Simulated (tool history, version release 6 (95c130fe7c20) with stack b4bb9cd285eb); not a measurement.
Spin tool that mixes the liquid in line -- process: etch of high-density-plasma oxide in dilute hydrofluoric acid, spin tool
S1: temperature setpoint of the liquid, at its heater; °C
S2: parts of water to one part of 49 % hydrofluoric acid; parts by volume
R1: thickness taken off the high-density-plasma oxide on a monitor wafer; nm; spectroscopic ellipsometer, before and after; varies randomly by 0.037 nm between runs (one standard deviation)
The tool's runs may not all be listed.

run 1 hour=0 | S1=22 S2=130 time_under_the_liquid_(s)=145 | R1=6.2607
run 2 hour=8.8 | S1=22 S2=130 time_under_the_liquid_(s)=160 | R1=6.8902
run 3 hour=13.2 | S1=20.5 S2=135 time_under_the_liquid_(s)=160 | R1=6.2048
run 4 hour=15.7 | S1=19.5 S2=135 time_under_the_liquid_(s)=160 | R1=5.9958
run 5 hour=19.4 | S1=19.5 S2=120 time_under_the_liquid_(s)=160 | R1=6.91
run 6 hour=22.2 | S1=17 S2=120 time_under_the_liquid_(s)=160 | R1=6.2125

Estimate the outcome of run 7 from the log above:
run 7 hour=30.7 | S1=17 S2=125 time_under_the_liquid_(s)=160 | R1=?

{"run 7": {"R1": 5.9256}}
